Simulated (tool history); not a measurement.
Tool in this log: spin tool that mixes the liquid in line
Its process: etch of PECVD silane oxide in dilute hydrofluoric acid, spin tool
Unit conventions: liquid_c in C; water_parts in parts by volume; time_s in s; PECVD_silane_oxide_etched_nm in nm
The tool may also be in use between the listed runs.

run 1 hour=0.0 | liquid_c=24.0 water_parts=100 time_s=265 | PECVD_silane_oxide_etched_nm=50.120
run 2 hour=3.5 | liquid_c=25.5 water_parts=100 time_s=265 | PECVD_silane_oxide_etched_nm=53.598
run 3 hour=4.2 | liquid_c=25.5 water_parts=100 time_s=290 | PECVD_silane_oxide_etched_nm=58.761
run 4 hour=9.1 | liquid_c=23.5 water_parts=105 time_s=290 | PECVD_silane_oxide_etched_nm=51.039
run 5 hour=10.3 | liquid_c=23.5 water_parts=105 time_s=265 | PECVD_silane_oxide_etched_nm=46.885
run 6 hour=17.3 | liquid_c=23.5 water_parts=105 time_s=265 | PECVD_silane_oxide_etched_nm=46.503

Run 7, settings as shown, results not yet in. Your forecast:
run 7 hour=24.9 | liquid_c=22.0 water_parts=105 time_s=265 | PECVD_silane_oxide_etched_nm=?

PECVD_silane_oxide_etched_nm: 44.276 nm
